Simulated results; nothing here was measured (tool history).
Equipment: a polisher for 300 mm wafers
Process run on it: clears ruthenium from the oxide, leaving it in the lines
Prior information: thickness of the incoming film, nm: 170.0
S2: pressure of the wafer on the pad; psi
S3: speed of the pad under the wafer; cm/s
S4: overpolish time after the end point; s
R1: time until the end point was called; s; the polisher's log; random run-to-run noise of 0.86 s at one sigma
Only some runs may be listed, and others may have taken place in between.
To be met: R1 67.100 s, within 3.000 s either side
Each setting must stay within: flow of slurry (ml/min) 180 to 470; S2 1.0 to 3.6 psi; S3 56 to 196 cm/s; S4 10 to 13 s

run 1 hour=0.0 | flow_of_slurry_(ml/min)=300 S2=2.3 S3=126 S4=13 | R1=114.930
run 2 hour=2.3 | flow_of_slurry_(ml/min)=300 S2=2.6 S3=128 S4=13 | R1=103.270
run 3 hour=4.7 | flow_of_slurry_(ml/min)=300 S2=2.9 S3=132 S4=13 | R1=92.578
run 4 hour=7.6 | flow_of_slurry_(ml/min)=300 S2=3.1 S3=136 S4=13 | R1=86.636
run 5 hour=11.9 | flow_of_slurry_(ml/min)=300 S2=3.1 S3=106 S4=13 | R1=103.250
run 6 hour=17.6 | flow_of_slurry_(ml/min)=300 S2=2.7 S3=106 S4=13 | R1=115.140
run 7 hour=20.6 | flow_of_slurry_(ml/min)=310 S2=3.3 S3=142 S4=13 | R1=78.078
run 8 hour=27.3 | flow_of_slurry_(ml/min)=310 S2=3.4 S3=146 S4=13 | R1=76.201
run 9 hour=32.7 | flow_of_slurry_(ml/min)=310 S2=3.5 S3=150 S4=13 | R1=72.090

Exercise: of the 4 proposed moves below, exactly one satisfies all targets within the stated allowed misses. Which move is it?
run A hour=38.1 | flow_of_slurry_(ml/min)=290 S2=3.3 S3=138 S4=13 | R1=?
run B hour=38.1 | flow_of_slurry_(ml/min)=380 S2=3.5 S3=164 S4=10 | R1=?
run C hour=38.1 | flow_of_slurry_(ml/min)=365 S2=3.5 S3=118 S4=11 | R1=?
run D hour=38.1 | flow_of_slurry_(ml/min)=300 S2=3.6 S3=128 S4=13 | R1=?

move=A R1=79.891
move=B R1=66.233
move=C R1=81.566
move=D R1=77.075
A: moves away from the targets compared with the last run
B: in spec on every target
C: moves away from the targets compared with the last run
D: moves away from the targets compared with the last run
So the answer is move B, the one that meets all the targets.
